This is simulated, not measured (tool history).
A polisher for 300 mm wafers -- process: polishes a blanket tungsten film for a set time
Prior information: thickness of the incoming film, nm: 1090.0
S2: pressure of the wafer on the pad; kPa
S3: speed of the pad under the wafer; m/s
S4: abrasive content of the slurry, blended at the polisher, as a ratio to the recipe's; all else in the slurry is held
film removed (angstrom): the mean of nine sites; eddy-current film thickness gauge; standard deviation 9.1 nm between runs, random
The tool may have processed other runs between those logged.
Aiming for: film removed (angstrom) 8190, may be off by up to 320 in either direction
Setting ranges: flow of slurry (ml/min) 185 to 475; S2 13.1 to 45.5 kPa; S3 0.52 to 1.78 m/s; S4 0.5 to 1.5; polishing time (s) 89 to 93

{"run": 1, "hour": 0.0, "flow of slurry (ml/min)": 305, "S2": 29, "S3": 1.14, "S4": 1, "polishing time (s)": 89, "film removed (angstrom)": 4850.6}
{"run": 2, "hour": 3.7, "flow of slurry (ml/min)": 305, "S2": 29, "S3": 1.14, "S4": 0.85, "polishing time (s)": 89, "film removed (angstrom)": 4498.7}
{"run": 3, "hour": 6.0, "flow of slurry (ml/min)": 305, "S2": 33.8, "S3": 1.16, "S4": 0.85, "polishing time (s)": 89, "film removed (angstrom)": 5342.2}
{"run": 4, "hour": 12.9, "flow of slurry (ml/min)": 305, "S2": 36.5, "S3": 1.16, "S4": 0.85, "polishing time (s)": 89, "film removed (angstrom)": 5857.6}
{"run": 5, "hour": 13.5, "flow of slurry (ml/min)": 360, "S2": 36.5, "S3": 1.16, "S4": 0.85, "polishing time (s)": 89, "film removed (angstrom)": 5914.2}
{"run": 6, "hour": 19.8, "flow of slurry (ml/min)": 360, "S2": 39.3, "S3": 1.18, "S4": 0.85, "polishing time (s)": 89, "film removed (angstrom)": 6469.2}
{"run": 7, "hour": 26.8, "flow of slurry (ml/min)": 360, "S2": 40.7, "S3": 1.2, "S4": 0.85, "polishing time (s)": 89, "film removed (angstrom)": 6714.3}
{"run": 8, "hour": 34.1, "flow of slurry (ml/min)": 360, "S2": 40.7, "S3": 1.2, "S4": 0.85, "polishing time (s)": 89, "film removed (angstrom)": 6778}
{"run": 9, "hour": 41.2, "flow of slurry (ml/min)": 360, "S2": 45.5, "S3": 1.24, "S4": 0.85, "polishing time (s)": 89, "film removed (angstrom)": 7723.5}

Which single option among these 5 for the next run brings every result within its allowed miss of target? Just one does.
{"run": "A", "hour": 48.3, "flow of slurry (ml/min)": 350, "S2": 43.4, "S3": 1.14, "S4": 1.05, "polishing time (s)": 91, "film removed (angstrom)": "?"}
{"run": "B", "hour": 48.3, "flow of slurry (ml/min)": 425, "S2": 45.5, "S3": 1.26, "S4": 0.95, "polishing time (s)": 93, "film removed (angstrom)": "?"}
{"run": "C", "hour": 48.3, "flow of slurry (ml/min)": 295, "S2": 45.5, "S3": 1.14, "S4": 0.95, "polishing time (s)": 89, "film removed (angstrom)": "?"}
{"run": "D", "hour": 48.3, "flow of slurry (ml/min)": 340, "S2": 44.8, "S3": 1.38, "S4": 0.95, "polishing time (s)": 89, "film removed (angstrom)": "?"}
{"run": "E", "hour": 48.3, "flow of slurry (ml/min)": 295, "S2": 43.4, "S3": 1.26, "S4": 1.05, "polishing time (s)": 92, "film removed (angstrom)": "?"}

move=A film_removed_(angstrom)=7508
move=B film_removed_(angstrom)=8692.9
move=C film_removed_(angstrom)=7288.7
move=D film_removed_(angstrom)=8774.4
move=E film_removed_(angstrom)=8220.5
A: the biggest miss grows against the last run
B: pushes the last run's worst result past its target
C: the biggest miss grows against the last run
D: pushes the last run's worst result past its target
E: every result within its allowed miss
Go with E: it meets all targets.
